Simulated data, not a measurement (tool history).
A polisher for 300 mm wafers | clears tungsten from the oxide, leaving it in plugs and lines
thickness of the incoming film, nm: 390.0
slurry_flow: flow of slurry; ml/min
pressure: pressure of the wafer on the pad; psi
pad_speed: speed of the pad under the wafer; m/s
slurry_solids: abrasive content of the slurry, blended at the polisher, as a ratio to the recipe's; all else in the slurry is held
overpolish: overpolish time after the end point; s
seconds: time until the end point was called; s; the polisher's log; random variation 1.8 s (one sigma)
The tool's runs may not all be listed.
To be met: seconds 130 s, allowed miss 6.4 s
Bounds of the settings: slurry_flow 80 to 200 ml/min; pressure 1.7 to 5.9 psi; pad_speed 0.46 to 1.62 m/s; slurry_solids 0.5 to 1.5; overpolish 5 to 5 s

run  hour  slurry_flow  pressure  pad_speed  slurry_solids  overpolish  seconds
  1     0          130       3.8       1.04              1           5   93.852
  2   4.5          130       3.6       1.04              1           5    97.91
  3   7.7          130       3.4       1.04              1           5   98.156
  4  10.1          130       3.4       1.04           1.15           5   96.787
  5  11.9          130       3.2       1.04           1.15           5    101.5
  6  19.5          130         3       1.04           1.15           5   104.92
  7    26          130       2.9       1.04           1.15           5   107.32
  8  32.3          130       2.8       1.04           1.15           5   107.69
  9  32.8          130       2.7       1.04           1.15           5   114.62
 10  40.6          130       2.6       1.04           1.15           5   112.53
 11  42.7          130       2.5       1.04           1.15           5   116.26
 12  49.3          130       2.4       1.04           1.15           5   118.28
 13    51          130       2.3       1.04           1.15           5   122.63

4 next moves are on the table. One of them brings every result within its allowed miss. Which?
  A  52.7          140       1.7       0.96            1.1           5        ?
  B  52.7          150       2.1       1.12            1.1           5        ?
  C  52.7          140       2.9       0.94           1.05           5        ?
  D  52.7           95       1.7       1.26            0.9           5        ?

move  seconds
   A   147.26
   B   114.18
   C    116.8
   D   125.12
A: takes the result that was furthest off past its target
B: further off than the last run
C: further off than the last run
D: meets every target
The right move is D.

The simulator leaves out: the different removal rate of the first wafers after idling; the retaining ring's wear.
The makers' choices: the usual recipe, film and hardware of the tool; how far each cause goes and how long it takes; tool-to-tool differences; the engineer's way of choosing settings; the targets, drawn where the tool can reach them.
